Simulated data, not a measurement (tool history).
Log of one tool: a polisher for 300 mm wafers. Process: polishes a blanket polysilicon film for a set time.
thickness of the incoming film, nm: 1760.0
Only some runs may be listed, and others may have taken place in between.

run  hour  flow of slurry (ml/min)  pressure of the wafer on the pad (kPa)  speed of the pad under the wafer (m/s)  polishing time (s)  film removed (Å)
  1     0                      240                                    16.5                                    1.28                  41            3372.8
  2   0.6                      240                                    17.9                                    1.28                  41            3744.7
  3   7.6                      240                                    17.9                                    1.28                  41            3698.9
  4   8.2                      240                                    20.7                                    1.28                  41            4283.3
  5  14.1                      240                                    20.7                                    1.04                  41            3593.3
  6  21.8                      240                                    20.7                                    0.82                  41            2977.2
  7  24.3                      240                                    21.4                                    0.86                  41              3268
  8  31.7                      240                                    21.4                                    0.86                  41            3281.4

Run 9 is up next; what results do you expect?
  9  37.1                      240                                    25.5                                    1.06                  41                 ?

Run 9 gave film removed (Å) 4520.

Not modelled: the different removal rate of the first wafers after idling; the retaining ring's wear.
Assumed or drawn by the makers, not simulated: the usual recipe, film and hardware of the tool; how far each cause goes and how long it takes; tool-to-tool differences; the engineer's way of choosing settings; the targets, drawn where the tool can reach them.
